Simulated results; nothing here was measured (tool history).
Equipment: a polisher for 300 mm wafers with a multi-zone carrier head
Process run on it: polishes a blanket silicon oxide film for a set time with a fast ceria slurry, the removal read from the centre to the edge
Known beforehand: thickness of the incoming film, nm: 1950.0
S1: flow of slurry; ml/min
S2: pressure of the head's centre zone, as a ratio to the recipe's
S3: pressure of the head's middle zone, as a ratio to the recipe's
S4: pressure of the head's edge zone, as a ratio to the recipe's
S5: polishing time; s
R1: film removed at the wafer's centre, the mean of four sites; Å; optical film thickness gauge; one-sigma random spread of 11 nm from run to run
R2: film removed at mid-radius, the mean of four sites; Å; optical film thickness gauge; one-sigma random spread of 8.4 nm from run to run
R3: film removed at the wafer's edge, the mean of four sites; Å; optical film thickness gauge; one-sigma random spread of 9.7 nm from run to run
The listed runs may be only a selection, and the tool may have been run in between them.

run 1 hour=0.0 | S1=250 S2=1.00 S3=1.00 S4=1.00 S5=51 | R1=5693.5 R2=5739.0 R3=5581.9
run 2 hour=3.0 | S1=255 S2=1.03 S3=1.02 S4=1.01 S5=53 | R1=6109.5 R2=5895.1 R3=5804.5
run 3 hour=8.3 | S1=225 S2=1.03 S3=1.02 S4=1.01 S5=53 | R1=6194.7 R2=5901.4 R3=5776.4
run 4 hour=13.0 | S1=225 S2=1.03 S3=1.02 S4=1.05 S5=53 | R1=6030.8 R2=5808.4 R3=6026.7
run 5 hour=16.6 | S1=225 S2=1.05 S3=1.04 S4=1.05 S5=55 | R1=6451.4 R2=6126.7 R3=6135.5
run 6 hour=17.5 | S1=225 S2=0.98 S3=1.04 S4=1.05 S5=55 | R1=6000.4 R2=6072.0 R3=6268.8
run 7 hour=26.4 | S1=225 S2=1.01 S3=1.06 S4=1.05 S5=57 | R1=6375.1 R2=6451.7 R3=6221.5

What does the tool deliver on the next run?
run 8 hour=31.8 | S1=225 S2=1.03 S3=1.06 S4=1.06 S5=59 | R1=? R2=? R3=?

Run 8 came out at R1 6591.8 Å, R2 6790.6 Å, R3 6671.1 Å.

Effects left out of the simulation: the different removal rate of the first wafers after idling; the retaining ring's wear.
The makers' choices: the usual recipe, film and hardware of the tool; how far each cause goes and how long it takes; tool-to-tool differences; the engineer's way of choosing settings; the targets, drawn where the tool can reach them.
